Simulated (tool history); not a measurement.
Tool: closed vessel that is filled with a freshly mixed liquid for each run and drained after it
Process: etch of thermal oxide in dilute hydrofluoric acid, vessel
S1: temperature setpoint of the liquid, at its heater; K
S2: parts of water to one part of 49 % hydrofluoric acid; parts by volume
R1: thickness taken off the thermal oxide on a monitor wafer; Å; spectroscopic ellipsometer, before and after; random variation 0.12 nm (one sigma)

Run 1, hour 0: S1 298.15 K, S2 300 parts by volume, time in the liquid (s) 1550. Result: R1 204.39 Å.
Run 2, hour 9.5: S1 301.65 K, S2 300 parts by volume, time in the liquid (s) 1550. Result: R1 231.17 Å.
Run 3, hour 18.2: S1 301.65 K, S2 300 parts by volume, time in the liquid (s) 1675. Result: R1 245.03 Å.
Run 4, hour 26.3: S1 298.65 K, S2 315 parts by volume, time in the liquid (s) 1675. Result: R1 210.75 Å.
Run 5, hour 31.5: S1 298.65 K, S2 315 parts by volume, time in the liquid (s) 1550. Result: R1 196.15 Å.
Run 6, hour 34.5: S1 296.65 K, S2 320 parts by volume, time in the liquid (s) 1550. Result: R1 175.51 Å.
Run 7, hour 41.9: S1 295.65 K, S2 320 parts by volume, time in the liquid (s) 1550. Result: R1 169.26 Å.
Run 8, hour 46: S1 294.65 K, S2 320 parts by volume, time in the liquid (s) 1550. Result: R1 166.68 Å.

Forecast run 9:
Run 9, hour 51.8: S1 293.65 K, S2 320 parts by volume, time in the liquid (s) 1550. Result: R1 ?.

Run 9 gave R1 160.13 Å.
